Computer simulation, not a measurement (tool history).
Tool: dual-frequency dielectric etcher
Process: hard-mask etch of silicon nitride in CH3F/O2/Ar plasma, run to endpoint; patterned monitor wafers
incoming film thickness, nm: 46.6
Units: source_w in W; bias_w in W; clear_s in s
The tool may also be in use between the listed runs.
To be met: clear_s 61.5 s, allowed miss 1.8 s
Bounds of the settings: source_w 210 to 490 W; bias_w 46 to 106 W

run 1 hour=0 | source_w=350 bias_w=76 | clear_s=69.824
run 2 hour=4.4 | source_w=350 bias_w=64 | clear_s=72.543
run 3 hour=8.8 | source_w=350 bias_w=51 | clear_s=76.025
run 4 hour=15.2 | source_w=300 bias_w=51 | clear_s=80.224
run 5 hour=22.5 | source_w=360 bias_w=59 | clear_s=73.049
run 6 hour=27.1 | source_w=360 bias_w=49 | clear_s=75.982
run 7 hour=28.4 | source_w=400 bias_w=56 | clear_s=71.931
run 8 hour=30.9 | source_w=430 bias_w=64 | clear_s=67.847
run 9 hour=37.5 | source_w=450 bias_w=68 | clear_s=66.073
run 10 hour=41.4 | source_w=450 bias_w=68 | clear_s=66.49
run 11 hour=44.9 | source_w=460 bias_w=73 | clear_s=64.607
run 12 hour=48 | source_w=470 bias_w=76 | clear_s=63.488

Which of these 4 next moves meets every target?
run A hour=51.1 | source_w=440 bias_w=63 | clear_s=?
run B hour=51.1 | source_w=460 bias_w=73 | clear_s=?
run C hour=51.1 | source_w=420 bias_w=65 | clear_s=?
run D hour=51.1 | source_w=490 bias_w=79 | clear_s=?

move=A clear_s=67.764
move=B clear_s=64.569
move=C clear_s=68.294
move=D clear_s=62.068
A: further off than the last run
B: further off than the last run
C: further off than the last run
D: meets every target
Answer: D

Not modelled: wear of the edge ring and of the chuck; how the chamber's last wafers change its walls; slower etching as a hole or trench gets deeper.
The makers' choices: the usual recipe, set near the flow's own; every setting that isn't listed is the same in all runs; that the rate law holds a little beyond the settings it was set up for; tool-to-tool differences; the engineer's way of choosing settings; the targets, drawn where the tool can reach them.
